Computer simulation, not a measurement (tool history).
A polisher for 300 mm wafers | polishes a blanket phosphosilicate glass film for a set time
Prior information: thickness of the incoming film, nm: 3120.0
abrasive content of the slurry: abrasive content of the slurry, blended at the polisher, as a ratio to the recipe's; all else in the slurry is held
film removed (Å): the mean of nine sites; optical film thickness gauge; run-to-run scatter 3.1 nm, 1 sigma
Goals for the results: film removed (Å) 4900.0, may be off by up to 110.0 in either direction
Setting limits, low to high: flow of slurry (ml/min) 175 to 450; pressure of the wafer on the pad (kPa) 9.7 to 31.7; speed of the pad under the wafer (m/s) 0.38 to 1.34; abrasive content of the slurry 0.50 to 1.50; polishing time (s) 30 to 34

| run | hour | flow of slurry (ml/min) | pressure of the wafer on the pad (kPa) | speed of the pad under the wafer (m/s) | abrasive content of the slurry | polishing time (s) | film removed (Å) |
|---|---|---|---|---|---|---|---|
| 1 | 0.0 | 290 | 20.7 | 0.86 | 1.00 | 34 | 2872.3 |
| 2 | 1.3 | 290 | 20.7 | 0.78 | 1.00 | 34 | 2639.9 |
| 3 | 5.2 | 290 | 17.9 | 0.78 | 1.00 | 34 | 2333.5 |
| 4 | 12.7 | 295 | 20.7 | 0.80 | 1.00 | 34 | 2702.0 |
| 5 | 15.7 | 295 | 22.8 | 0.82 | 1.00 | 34 | 2998.4 |
| 6 | 19.1 | 295 | 24.8 | 0.84 | 1.00 | 34 | 3240.6 |
| 7 | 22.2 | 300 | 26.2 | 0.88 | 1.00 | 34 | 3583.9 |
| 8 | 29.9 | 300 | 27.6 | 0.90 | 1.00 | 34 | 3794.7 |
| 9 | 32.5 | 300 | 27.6 | 0.90 | 1.00 | 34 | 3797.3 |
| 10 | 37.6 | 300 | 28.3 | 0.92 | 1.00 | 34 | 3982.7 |
| 11 | 43.5 | 300 | 29.0 | 0.94 | 1.00 | 34 | 4062.8 |
| 12 | 50.9 | 310 | 29.6 | 0.96 | 1.00 | 34 | 4255.4 |
| 13 | 54.2 | 310 | 30.3 | 0.98 | 1.00 | 34 | 4435.3 |
| 14 | 57.6 | 310 | 30.3 | 1.00 | 1.00 | 34 | 4537.4 |
| 15 | 60.4 | 330 | 31.7 | 1.00 | 1.00 | 34 | 4664.1 |
| 16 | 66.8 | 320 | 31.7 | 1.00 | 1.00 | 34 | 4702.2 |
| 17 | 74.6 | 315 | 31.7 | 1.00 | 1.00 | 34 | 4676.7 |
| 18 | 76.5 | 315 | 31.7 | 1.02 | 1.00 | 34 | 4716.1 |

Below are 4 possible settings for the next run. Only one of them brings all results inside the allowed miss of their targets. Which is it?
| A | 78.4 | 350 | 29.6 | 1.16 | 0.85 | 34 | ? |
| B | 78.4 | 335 | 31.0 | 1.06 | 1.00 | 33 | ? |
| C | 78.4 | 325 | 31.0 | 1.02 | 1.00 | 33 | ? |
| D | 78.4 | 320 | 30.3 | 1.20 | 0.95 | 33 | ? |

| move | film removed (Å) |
|---|---|
| A | 4630.0 |
| B | 4648.7 |
| C | 4497.9 |
| D | 4910.9 |
A: further off than the last run
B: further off than the last run
C: further off than the last run
D: in spec on every target
The right move is D.

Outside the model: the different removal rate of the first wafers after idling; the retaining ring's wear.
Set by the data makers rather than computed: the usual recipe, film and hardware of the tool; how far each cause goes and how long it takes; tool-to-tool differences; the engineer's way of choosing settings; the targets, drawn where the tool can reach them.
